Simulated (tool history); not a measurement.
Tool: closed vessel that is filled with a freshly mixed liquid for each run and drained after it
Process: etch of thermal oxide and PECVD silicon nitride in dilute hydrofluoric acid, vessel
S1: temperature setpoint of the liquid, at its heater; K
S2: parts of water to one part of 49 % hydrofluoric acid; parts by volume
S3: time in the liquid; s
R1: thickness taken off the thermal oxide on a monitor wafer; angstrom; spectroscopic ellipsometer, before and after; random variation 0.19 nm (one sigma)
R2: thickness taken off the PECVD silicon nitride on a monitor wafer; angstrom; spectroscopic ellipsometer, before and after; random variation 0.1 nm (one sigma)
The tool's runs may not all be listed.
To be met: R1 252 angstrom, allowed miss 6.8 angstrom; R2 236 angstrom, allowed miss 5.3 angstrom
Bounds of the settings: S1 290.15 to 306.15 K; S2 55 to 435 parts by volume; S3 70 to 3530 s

{"run": 1, "hour": 0.0, "S1": 298.15, "S2": 245, "S3": 1800, "R1": 301.18, "R2": 302.6}
{"run": 2, "hour": 6.9, "S1": 298.15, "S2": 190, "S3": 1800, "R1": 409.39, "R2": 387.17}
{"run": 3, "hour": 8.9, "S1": 297.15, "S2": 205, "S3": 1835, "R1": 368.23, "R2": 344.89}
{"run": 4, "hour": 11.6, "S1": 296.65, "S2": 220, "S3": 1870, "R1": 340.14, "R2": 316.09}
{"run": 5, "hour": 13.4, "S1": 296.15, "S2": 230, "S3": 1895, "R1": 318.66, "R2": 297.54}
{"run": 6, "hour": 16.5, "S1": 295.65, "S2": 240, "S3": 1915, "R1": 296.53, "R2": 279.07}
{"run": 7, "hour": 23.9, "S1": 295.15, "S2": 245, "S3": 1930, "R1": 287.1, "R2": 268.13}
{"run": 8, "hour": 29.4, "S1": 295.15, "S2": 250, "S3": 1945, "R1": 282.83, "R2": 262.2}
{"run": 9, "hour": 31.5, "S1": 295.15, "S2": 250, "S3": 1945, "R1": 284.02, "R2": 263.25}
{"run": 10, "hour": 35.3, "S1": 295.15, "S2": 255, "S3": 1955, "R1": 279.55, "R2": 262.03}
{"run": 11, "hour": 37.5, "S1": 295.15, "S2": 260, "S3": 1965, "R1": 272.08, "R2": 256.32}
{"run": 12, "hour": 39.8, "S1": 295.15, "S2": 260, "S3": 1970, "R1": 273.18, "R2": 257.55}
{"run": 13, "hour": 46.0, "S1": 295.15, "S2": 260, "S3": 1975, "R1": 277.18, "R2": 256.98}
{"run": 14, "hour": 50.6, "S1": 295.15, "S2": 265, "S3": 1980, "R1": 267.59, "R2": 254.14}
{"run": 15, "hour": 56.6, "S1": 295.15, "S2": 265, "S3": 1985, "R1": 270.06, "R2": 254.9}
{"run": 16, "hour": 60.0, "S1": 295.15, "S2": 265, "S3": 1990, "R1": 269.81, "R2": 257.34}
{"run": 17, "hour": 66.7, "S1": 295.15, "S2": 265, "S3": 1995, "R1": 269.68, "R2": 256.61}
{"run": 18, "hour": 68.0, "S1": 295.15, "S2": 265, "S3": 2000, "R1": 271.62, "R2": 256.83}
{"run": 19, "hour": 75.5, "S1": 295.15, "S2": 265, "S3": 2005, "R1": 273.85, "R2": 255.72}

Which of these 4 next moves meets every target?
{"run": "A", "hour": 83.0, "S1": 301.65, "S2": 235, "S3": 1260, "R1": "?", "R2": "?"}
{"run": "B", "hour": 83.0, "S1": 294.15, "S2": 230, "S3": 1905, "R1": "?", "R2": "?"}
{"run": "C", "hour": 83.0, "S1": 295.65, "S2": 250, "S3": 1695, "R1": "?", "R2": "?"}
{"run": "D", "hour": 83.0, "S1": 290.65, "S2": 185, "S3": 1760, "R1": "?", "R2": "?"}

move=A R1=249.16 R2=272.1
move=B R1=295.62 R2=263.91
move=C R1=250.83 R2=238.11
move=D R1=309.53 R2=238.98
A: further off than the last run
B: further off than the last run
C: meets every target
D: brings the result that was furthest off to its target, and leaves another outside
The right move is C.
